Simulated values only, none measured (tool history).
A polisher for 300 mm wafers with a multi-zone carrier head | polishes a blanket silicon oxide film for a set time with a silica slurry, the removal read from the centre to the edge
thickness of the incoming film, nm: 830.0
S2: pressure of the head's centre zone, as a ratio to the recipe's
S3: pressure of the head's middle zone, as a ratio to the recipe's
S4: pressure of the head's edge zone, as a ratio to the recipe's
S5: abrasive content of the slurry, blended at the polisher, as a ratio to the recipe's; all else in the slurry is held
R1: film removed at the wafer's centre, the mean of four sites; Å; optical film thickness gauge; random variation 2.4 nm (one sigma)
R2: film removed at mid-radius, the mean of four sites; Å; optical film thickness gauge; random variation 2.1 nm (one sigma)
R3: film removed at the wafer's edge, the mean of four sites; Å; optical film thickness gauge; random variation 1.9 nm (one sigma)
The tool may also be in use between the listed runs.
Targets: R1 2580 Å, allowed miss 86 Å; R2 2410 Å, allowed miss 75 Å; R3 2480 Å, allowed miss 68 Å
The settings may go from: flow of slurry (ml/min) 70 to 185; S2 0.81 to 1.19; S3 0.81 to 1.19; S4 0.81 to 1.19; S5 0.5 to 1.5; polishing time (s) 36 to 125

{"run": 1, "hour": 0.0, "flow of slurry (ml/min)": 120, "S2": 1, "S3": 1, "S4": 1, "S5": 1, "polishing time (s)": 80, "R1": 1618.5, "R2": 1791.2, "R3": 1824.2}
{"run": 2, "hour": 6.0, "flow of slurry (ml/min)": 120, "S2": 1, "S3": 1, "S4": 0.92, "S5": 1, "polishing time (s)": 80, "R1": 1625.2, "R2": 1805, "R3": 1717.9}
{"run": 3, "hour": 14.5, "flow of slurry (ml/min)": 120, "S2": 0.97, "S3": 1, "S4": 0.92, "S5": 1, "polishing time (s)": 80, "R1": 1588.3, "R2": 1775, "R3": 1747}
{"run": 4, "hour": 16.0, "flow of slurry (ml/min)": 135, "S2": 1.04, "S3": 0.98, "S4": 0.98, "S5": 1.15, "polishing time (s)": 80, "R1": 1896.5, "R2": 1955, "R3": 2002.7}
{"run": 5, "hour": 19.0, "flow of slurry (ml/min)": 125, "S2": 1.04, "S3": 0.98, "S4": 0.98, "S5": 1.15, "polishing time (s)": 80, "R1": 1870.9, "R2": 1946.5, "R3": 1981.5}
{"run": 6, "hour": 19.6, "flow of slurry (ml/min)": 140, "S2": 1.09, "S3": 1, "S4": 1.02, "S5": 1.2, "polishing time (s)": 80, "R1": 2075.5, "R2": 2105.5, "R3": 2102.2}
{"run": 7, "hour": 25.2, "flow of slurry (ml/min)": 150, "S2": 1.12, "S3": 1, "S4": 1.06, "S5": 1.25, "polishing time (s)": 80, "R1": 2214.4, "R2": 2127.1, "R3": 2194.9}
{"run": 8, "hour": 32.5, "flow of slurry (ml/min)": 155, "S2": 1.14, "S3": 1.01, "S4": 1.09, "S5": 1.3, "polishing time (s)": 80, "R1": 2303.9, "R2": 2215.1, "R3": 2259.4}
{"run": 9, "hour": 40.6, "flow of slurry (ml/min)": 160, "S2": 1.15, "S3": 1.01, "S4": 1.11, "S5": 1.35, "polishing time (s)": 80, "R1": 2370.1, "R2": 2286, "R3": 2350.4}
{"run": 10, "hour": 46.9, "flow of slurry (ml/min)": 165, "S2": 1.16, "S3": 1.01, "S4": 1.12, "S5": 1.35, "polishing time (s)": 80, "R1": 2419.4, "R2": 2288.6, "R3": 2376.2}
{"run": 11, "hour": 53.8, "flow of slurry (ml/min)": 170, "S2": 1.17, "S3": 1.02, "S4": 1.13, "S5": 1.35, "polishing time (s)": 80, "R1": 2425.3, "R2": 2318.8, "R3": 2399.5}
{"run": 12, "hour": 56.0, "flow of slurry (ml/min)": 175, "S2": 1.18, "S3": 1.02, "S4": 1.13, "S5": 1.35, "polishing time (s)": 80, "R1": 2497.4, "R2": 2328.3, "R3": 2418.8}

Which of these 4 next moves meets every target?
{"run": "A", "hour": 58.2, "flow of slurry (ml/min)": 160, "S2": 1.19, "S3": 1.03, "S4": 1.13, "S5": 1.3, "polishing time (s)": 84, "R1": "?", "R2": "?", "R3": "?"}
{"run": "B", "hour": 58.2, "flow of slurry (ml/min)": 170, "S2": 1.15, "S3": 1.09, "S4": 1.16, "S5": 1.1, "polishing time (s)": 95, "R1": "?", "R2": "?", "R3": "?"}
{"run": "C", "hour": 58.2, "flow of slurry (ml/min)": 180, "S2": 1.15, "S3": 1.05, "S4": 1.05, "S5": 1.3, "polishing time (s)": 87, "R1": "?", "R2": "?", "R3": "?"}
{"run": "D", "hour": 58.2, "flow of slurry (ml/min)": 175, "S2": 1.14, "S3": 1.16, "S4": 1.06, "S5": 1.45, "polishing time (s)": 77, "R1": "?", "R2": "?", "R3": "?"}

move=A R1=2549.3 R2=2418.4 R3=2503.8
move=B R1=2575.6 R2=2650.1 R3=2639.8
move=C R1=2611 R2=2600.2 R3=2536.8
move=D R1=2397.7 R2=2623.3 R3=2360.3
A: meets every target
B: takes the result that was furthest off past its target
C: takes the result that was furthest off past its target
D: takes the result that was furthest off past its target
Answer: A
